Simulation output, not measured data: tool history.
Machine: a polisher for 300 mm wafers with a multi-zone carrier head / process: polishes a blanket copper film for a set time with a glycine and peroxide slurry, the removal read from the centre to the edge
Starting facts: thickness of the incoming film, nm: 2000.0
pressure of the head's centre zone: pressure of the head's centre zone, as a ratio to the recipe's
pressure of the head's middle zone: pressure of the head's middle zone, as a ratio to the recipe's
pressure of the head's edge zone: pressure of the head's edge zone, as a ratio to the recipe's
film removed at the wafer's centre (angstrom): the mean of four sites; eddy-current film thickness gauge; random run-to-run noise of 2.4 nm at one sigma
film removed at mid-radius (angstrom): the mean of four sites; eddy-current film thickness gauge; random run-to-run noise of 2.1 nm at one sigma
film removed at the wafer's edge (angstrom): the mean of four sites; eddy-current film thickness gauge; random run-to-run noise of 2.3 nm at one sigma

run  hour  flow of slurry (ml/min)  pressure of the head's centre zone  pressure of the head's middle zone  pressure of the head's edge zone  polishing time (s)  film removed at the wafer's centre (angstrom)  film removed at mid-radius (angstrom)  film removed at the wafer's edge (angstrom)
  1     0                      280                                   1                                   1                                 1                  36                                         2323.9                                 2121.8                                       2138.7
  2   8.6                      210                                   1                                   1                                 1                  36                                         2284.6                                 2036.8                                       2070.2
  3  15.1                      230                                   1                                1.02                              1.01                  37                                         2362.3                                 2148.2                                       2165.1
  4  23.7                      250                                0.99                                1.04                              1.01                  38                                         2406.3                                 2269.9                                       2216.2
  5  29.5                      265                                0.99                                1.06                              1.02                  39                                           2482                                 2381.4                                       2254.7
     31.2  -- centre zone pressure recalibrated
  6  31.2                      280                                0.98                                1.07                              1.04                  40                                         2322.6                                 2484.2                                       2367.6
  7    39                      290                                0.99                                1.08                              1.05                  41                                           2425                                 2557.3                                       2459.4
  8    46                      300                                   1                                1.09                              1.05                  42                                         2536.1                                 2687.3                                       2501.6
  9  54.6                      310                                1.01                                 1.1                              1.06                  43                                         2593.4                                 2754.6                                       2569.5
 10  58.6                      315                                1.01                                1.11                              1.06                  44                                         2705.8                                 2840.6                                       2692.7
 11  61.5                      325                                1.01                                1.12                              1.06                  44                                         2696.2                                 2858.7                                       2666.7

Run 12 is up next; what results do you expect?
 12    65                      330                                1.01                                1.13                              1.06                  44                                              ?                                      ?                                            ?

{"run 12": {"film removed at the wafer's centre (angstrom)": 2672.4, "film removed at mid-radius (angstrom)": 2865, "film removed at the wafer's edge (angstrom)": 2683.6}}

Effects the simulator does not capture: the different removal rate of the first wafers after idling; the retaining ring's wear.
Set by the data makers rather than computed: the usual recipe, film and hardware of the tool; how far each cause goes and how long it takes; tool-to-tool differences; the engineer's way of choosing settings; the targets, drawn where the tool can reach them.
